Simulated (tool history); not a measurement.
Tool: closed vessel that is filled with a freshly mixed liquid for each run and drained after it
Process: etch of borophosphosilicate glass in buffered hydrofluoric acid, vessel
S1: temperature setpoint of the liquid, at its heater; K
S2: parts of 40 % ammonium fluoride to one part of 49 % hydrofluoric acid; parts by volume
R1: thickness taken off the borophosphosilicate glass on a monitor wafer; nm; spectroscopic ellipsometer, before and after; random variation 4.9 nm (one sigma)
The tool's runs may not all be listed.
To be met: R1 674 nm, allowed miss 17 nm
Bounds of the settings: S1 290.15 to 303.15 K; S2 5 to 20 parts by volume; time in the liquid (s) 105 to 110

run 1 hour=0 | S1=295.15 S2=12 time_in_the_liquid_(s)=105 | R1=298.72
run 2 hour=2.5 | S1=295.15 S2=12 time_in_the_liquid_(s)=105 | R1=297.49
run 3 hour=8 | S1=295.15 S2=12 time_in_the_liquid_(s)=110 | R1=316.57
run 4 hour=13.9 | S1=296.65 S2=11 time_in_the_liquid_(s)=110 | R1=368.69
run 5 hour=19.2 | S1=296.65 S2=14 time_in_the_liquid_(s)=110 | R1=293.36
run 6 hour=21.7 | S1=298.15 S2=12.5 time_in_the_liquid_(s)=110 | R1=353.15
run 7 hour=28.2 | S1=299.15 S2=11.5 time_in_the_liquid_(s)=110 | R1=410.8
run 8 hour=29.8 | S1=300.15 S2=11 time_in_the_liquid_(s)=110 | R1=446.56
run 9 hour=36.5 | S1=303.15 S2=7 time_in_the_liquid_(s)=110 | R1=807.4
run 10 hour=43.9 | S1=303.15 S2=7 time_in_the_liquid_(s)=110 | R1=790.69
run 11 hour=47.2 | S1=302.65 S2=7 time_in_the_liquid_(s)=110 | R1=780.95
run 12 hour=48.4 | S1=302.15 S2=7 time_in_the_liquid_(s)=110 | R1=763.24
run 13 hour=55.3 | S1=301.65 S2=7 time_in_the_liquid_(s)=110 | R1=734.64
run 14 hour=59.2 | S1=301.15 S2=7 time_in_the_liquid_(s)=110 | R1=729.23
run 15 hour=65.6 | S1=300.65 S2=7 time_in_the_liquid_(s)=110 | R1=706.82
run 16 hour=72.4 | S1=300.65 S2=7 time_in_the_liquid_(s)=110 | R1=709.67

5 next moves are on the table. One of them brings every result within its allowed miss. Which?
run A hour=79.2 | S1=302.15 S2=7.5 time_in_the_liquid_(s)=105 | R1=?
run B hour=79.2 | S1=296.65 S2=5.5 time_in_the_liquid_(s)=110 | R1=?
run C hour=79.2 | S1=298.15 S2=6 time_in_the_liquid_(s)=110 | R1=?
run D hour=79.2 | S1=302.15 S2=7 time_in_the_liquid_(s)=105 | R1=?
run E hour=79.2 | S1=302.15 S2=7.5 time_in_the_liquid_(s)=110 | R1=?

move=A R1=675.69
move=B R1=705.07
move=C R1=708.25
move=D R1=728.49
move=E R1=707.87
A: meets every target
B: nearer than the last run, and not there yet
C: as far off as the last run
D: further off than the last run
E: nearer than the last run, and not there yet
The right move is A.

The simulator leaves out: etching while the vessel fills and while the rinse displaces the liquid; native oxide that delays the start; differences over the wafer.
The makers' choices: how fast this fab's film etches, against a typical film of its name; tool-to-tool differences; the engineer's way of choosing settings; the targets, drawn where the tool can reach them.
